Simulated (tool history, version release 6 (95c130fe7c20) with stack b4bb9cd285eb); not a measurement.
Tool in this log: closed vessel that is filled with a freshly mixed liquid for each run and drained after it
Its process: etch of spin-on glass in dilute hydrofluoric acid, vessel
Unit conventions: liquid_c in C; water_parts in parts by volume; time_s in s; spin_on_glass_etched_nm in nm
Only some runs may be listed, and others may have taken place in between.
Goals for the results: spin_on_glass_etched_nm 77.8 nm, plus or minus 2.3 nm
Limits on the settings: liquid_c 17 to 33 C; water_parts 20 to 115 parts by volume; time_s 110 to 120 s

run,day,liquid_c,water_parts,time_s,spin_on_glass_etched_nm
1,0,25,65,110,52.663
2,0.25,25,80,110,42.212
3,0.312,27.5,75,110,49.648
4,0.512,30,75,110,54.742
5,0.579,31,70,110,61.276
6,0.717,31.5,65,110,67.403
7,1.042,32,65,110,68.641
8,1.158,32,65,110,69.103
9,1.308,32.5,65,110,70.221

Which single option among these 5 for the next run brings every result within its allowed miss of target? Just one does.
A,1.458,29.5,55,115,?
B,1.458,31,60,110,?
C,1.458,33,70,120,?
D,1.458,32,65,115,?
E,1.458,31,65,120,?

move,spin_on_glass_etched_nm
A,78.322
B,72.244
C,71.756
D,71.876
E,72.19
A: every result within its allowed miss
B: an improvement on the last run, though not all results are within tolerance
C: an improvement on the last run, though not all results are within tolerance
D: an improvement on the last run, though not all results are within tolerance
E: an improvement on the last run, though not all results are within tolerance
The move that meets every target is A.
